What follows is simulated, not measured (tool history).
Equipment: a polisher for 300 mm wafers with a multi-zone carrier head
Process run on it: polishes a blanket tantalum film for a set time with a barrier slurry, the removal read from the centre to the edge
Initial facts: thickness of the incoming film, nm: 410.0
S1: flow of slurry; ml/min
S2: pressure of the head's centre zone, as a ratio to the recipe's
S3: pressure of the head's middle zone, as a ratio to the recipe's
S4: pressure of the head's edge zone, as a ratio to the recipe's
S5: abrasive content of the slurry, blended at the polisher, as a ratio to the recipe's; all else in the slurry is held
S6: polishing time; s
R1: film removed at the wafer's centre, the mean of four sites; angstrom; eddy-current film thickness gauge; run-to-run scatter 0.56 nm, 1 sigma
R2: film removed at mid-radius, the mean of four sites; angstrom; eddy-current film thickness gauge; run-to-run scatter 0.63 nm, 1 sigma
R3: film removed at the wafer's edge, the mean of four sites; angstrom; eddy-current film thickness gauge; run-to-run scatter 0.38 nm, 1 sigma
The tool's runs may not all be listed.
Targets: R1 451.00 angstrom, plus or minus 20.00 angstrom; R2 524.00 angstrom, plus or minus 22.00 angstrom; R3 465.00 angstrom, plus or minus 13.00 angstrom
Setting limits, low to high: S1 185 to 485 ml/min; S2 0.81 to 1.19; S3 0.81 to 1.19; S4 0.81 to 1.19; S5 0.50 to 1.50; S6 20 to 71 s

| run | day | S1 | S2 | S3 | S4 | S5 | S6 | R1 | R2 | R3 |
|---|---|---|---|---|---|---|---|---|---|---|
| 1 | 0.000 | 310 | 1.00 | 1.00 | 1.00 | 1.00 | 45 | 534.14 | 552.86 | 533.65 |
| 2 | 0.129 | 310 | 1.00 | 0.92 | 1.00 | 1.00 | 45 | 531.01 | 515.71 | 534.77 |
| 3 | 0.375 | 310 | 1.00 | 0.84 | 1.00 | 1.00 | 45 | 538.04 | 491.67 | 530.28 |
| 4 | 0.496 | 310 | 1.00 | 0.84 | 0.94 | 1.00 | 45 | 536.13 | 472.11 | 511.34 |
| 5 | 0.717 | 310 | 1.00 | 0.91 | 0.94 | 1.00 | 45 | 532.37 | 516.30 | 518.72 |
| 6 | 0.754 | 310 | 0.98 | 0.93 | 0.91 | 0.95 | 45 | 511.20 | 521.02 | 502.05 |
| 7 | 1.004 | 305 | 0.96 | 0.94 | 0.88 | 0.90 | 45 | 482.21 | 504.18 | 484.27 |
| 8 | 1.238 | 305 | 0.95 | 0.96 | 0.86 | 0.90 | 45 | 484.62 | 506.60 | 482.50 |
| 9 | 1.379 | 295 | 0.87 | 1.06 | 0.81 | 0.80 | 45 | 423.42 | 534.28 | 447.52 |

4 candidate next runs follow, results not yet known. Just one meets every target within its allowed miss. Identify it.
| A | 1.521 | 335 | 1.00 | 0.84 | 0.93 | 0.80 | 46 | ? | ? | ? |
| B | 1.521 | 270 | 0.88 | 0.86 | 0.91 | 0.85 | 46 | ? | ? | ? |
| C | 1.521 | 295 | 0.85 | 1.00 | 0.84 | 0.85 | 42 | ? | ? | ? |
| D | 1.521 | 240 | 0.90 | 1.02 | 0.82 | 0.75 | 48 | ? | ? | ? |

| move | R1 | R2 | R3 |
|---|---|---|---|
| A | 510.66 | 462.39 | 495.15 |
| B | 448.04 | 470.20 | 492.43 |
| C | 399.14 | 481.56 | 435.77 |
| D | 452.64 | 523.91 | 464.85 |
A: carries the result that was furthest off beyond its target, to the other side
B: the furthest-off result lands on target, but another misses its tolerance
C: lands further from the targets than the last run did
D: each result inside its tolerance
The right move is D.
